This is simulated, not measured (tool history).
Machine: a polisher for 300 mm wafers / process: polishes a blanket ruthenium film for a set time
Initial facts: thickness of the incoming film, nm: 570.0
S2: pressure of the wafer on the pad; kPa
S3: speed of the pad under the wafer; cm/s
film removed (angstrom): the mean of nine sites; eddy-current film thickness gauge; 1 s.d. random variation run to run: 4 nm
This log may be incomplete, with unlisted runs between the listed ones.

{"run": 1, "hour": 0.0, "flow of slurry (ml/min)": 305, "S2": 18.6, "S3": 98, "polishing time (s)": 106, "film removed (angstrom)": 2022.2}
{"run": 2, "hour": 8.2, "flow of slurry (ml/min)": 305, "S2": 18.6, "S3": 98, "polishing time (s)": 112, "film removed (angstrom)": 2116.6}
{"run": 3, "hour": 11.0, "flow of slurry (ml/min)": 305, "S2": 19.3, "S3": 98, "polishing time (s)": 112, "film removed (angstrom)": 2180.9}
{"run": 4, "hour": 15.6, "flow of slurry (ml/min)": 360, "S2": 19.3, "S3": 98, "polishing time (s)": 112, "film removed (angstrom)": 2238.3}
{"run": 5, "hour": 23.6, "flow of slurry (ml/min)": 360, "S2": 20, "S3": 98, "polishing time (s)": 112, "film removed (angstrom)": 2212.2}
{"run": 6, "hour": 24.5, "flow of slurry (ml/min)": 360, "S2": 20.7, "S3": 98, "polishing time (s)": 112, "film removed (angstrom)": 2379.4}
{"run": 7, "hour": 31.9, "flow of slurry (ml/min)": 360, "S2": 21.4, "S3": 98, "polishing time (s)": 112, "film removed (angstrom)": 2411.1}

Run 8 is up next; what results do you expect?
{"run": 8, "hour": 39.7, "flow of slurry (ml/min)": 360, "S2": 22.1, "S3": 98, "polishing time (s)": 112, "film removed (angstrom)": "?"}

{"run 8": {"film removed (angstrom)": 2414.5}}
